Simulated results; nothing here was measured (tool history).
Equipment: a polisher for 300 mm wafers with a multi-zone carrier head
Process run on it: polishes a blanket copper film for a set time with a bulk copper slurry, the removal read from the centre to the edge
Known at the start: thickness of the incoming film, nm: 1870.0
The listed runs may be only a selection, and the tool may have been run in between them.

run  hour  flow of slurry (ml/min)  pressure of the head's centre zone  pressure of the head's middle zone  pressure of the head's edge zone  abrasive content of the slurry  polishing time (s)  film removed at the wafer's centre (angstrom)  film removed at mid-radius (angstrom)  film removed at the wafer's edge (angstrom)
  1     0                      190                                   1                                   1                                 1                               1                  60                                         5262.7                                 5085.1                                       5106.6
  2   6.1                      190                                   1                                   1                              0.96                             0.9                  55                                           4791                                 4549.5                                       4443.6
  3    15                      190                                0.96                                   1                              0.96                             0.9                  55                                         4646.5                                 4597.6                                       4494.8
  4  19.4                      190                                0.96                                   1                              0.91                             0.9                  55                                         4594.5                                 4583.3                                       4314.6
  5  23.5                      185                                0.95                                0.99                              0.89                             0.8                  52                                         4249.5                                 4137.7                                       3970.4
     27.2  -- centre zone pressure recalibrated
  6  27.2                      185                                0.95                                0.99                              0.86                             0.8                  52                                         3914.4                                 4167.2                                       3889.5

For run 7, what comes out?
  7  31.9                      185                                0.98                                0.99                              0.85                            0.75                  49                                              ?                                      ?                                            ?

film removed at the wafer's centre (angstrom): 3754.8
film removed at mid-radius (angstrom): 3905.6
film removed at the wafer's edge (angstrom): 3670.7
